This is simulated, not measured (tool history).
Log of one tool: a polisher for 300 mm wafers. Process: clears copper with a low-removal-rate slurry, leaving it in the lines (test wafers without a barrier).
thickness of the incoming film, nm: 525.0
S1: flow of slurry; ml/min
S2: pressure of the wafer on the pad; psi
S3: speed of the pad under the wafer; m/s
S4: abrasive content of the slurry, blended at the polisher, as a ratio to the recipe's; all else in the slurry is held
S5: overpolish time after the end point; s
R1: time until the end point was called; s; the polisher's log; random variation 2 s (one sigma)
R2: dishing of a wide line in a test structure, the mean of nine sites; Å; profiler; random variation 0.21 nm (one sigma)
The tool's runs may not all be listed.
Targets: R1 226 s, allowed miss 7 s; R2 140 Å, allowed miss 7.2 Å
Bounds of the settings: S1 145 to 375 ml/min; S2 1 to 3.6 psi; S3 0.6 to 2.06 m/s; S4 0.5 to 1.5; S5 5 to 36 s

Run 1, day 0: S1 240 ml/min, S2 2.3 psi, S3 1.32 m/s, S4 1, S5 18 s. Result: R1 149.01 s, R2 432.87 Å.
Run 2, day 0.071: S1 240 ml/min, S2 1.8 psi, S3 1.32 m/s, S4 1, S5 18 s. Result: R1 186.95 s, R2 335.1 Å.
Run 3, day 0.296: S1 240 ml/min, S2 1.3 psi, S3 1.32 m/s, S4 1, S5 18 s. Result: R1 258.39 s, R2 260.4 Å.
Run 4, day 0.662: S1 240 ml/min, S2 1.5 psi, S3 1.32 m/s, S4 1, S5 18 s. Result: R1 226.11 s, R2 287.03 Å.
Run 5, day 0.708: S1 240 ml/min, S2 1.5 psi, S3 1.06 m/s, S4 1, S5 18 s. Result: R1 260.52 s, R2 252.64 Å.
Run 6, day 0.892: S1 260 ml/min, S2 1.5 psi, S3 1.04 m/s, S4 1.1, S5 14 s. Result: R1 265.75 s, R2 205.28 Å.
Run 7, day 1.258: S1 290 ml/min, S2 1.5 psi, S3 1.04 m/s, S4 1.2, S5 11 s. Result: R1 256.49 s, R2 172.04 Å.
Run 8, day 1.358: S1 300 ml/min, S2 1.5 psi, S3 1.04 m/s, S4 1.25, S5 9 s. Result: R1 252.16 s, R2 144.41 Å.
Run 9, day 1.554: S1 325 ml/min, S2 1.7 psi, S3 1.04 m/s, S4 1.4, S5 8 s. Result: R1 213.59 s, R2 151.18 Å.

5 next moves are on the table. One of them brings every result within its allowed miss. Which?
Run A, day 1.75: S1 370 ml/min, S2 1.9 psi, S3 0.92 m/s, S4 1.15, S5 9 s. Result: R1 ?, R2 ?.
Run B, day 1.75: S1 325 ml/min, S2 1.4 psi, S3 1.16 m/s, S4 1.45, S5 10 s. Result: R1 ?, R2 ?.
Run C, day 1.75: S1 365 ml/min, S2 1.5 psi, S3 1.18 m/s, S4 1.3, S5 10 s. Result: R1 ?, R2 ?.
Run D, day 1.75: S1 360 ml/min, S2 1.8 psi, S3 0.88 m/s, S4 1.3, S5 10 s. Result: R1 ?, R2 ?.
Run E, day 1.75: S1 295 ml/min, S2 1.9 psi, S3 0.88 m/s, S4 1.2, S5 8 s. Result: R1 ?, R2 ?.

move      R1      R2
   A  219.79  164.01
   B  240.57  164.28
   C  226.76  173.93
   D  231.66  171.86
   E  227.38  142.36
A: brings the result that was furthest off to its target, and leaves another outside
B: takes the result that was furthest off past its target
C: brings the result that was furthest off to its target, and leaves another outside
D: brings the result that was furthest off to its target, and leaves another outside
E: meets every target
The right move is E.
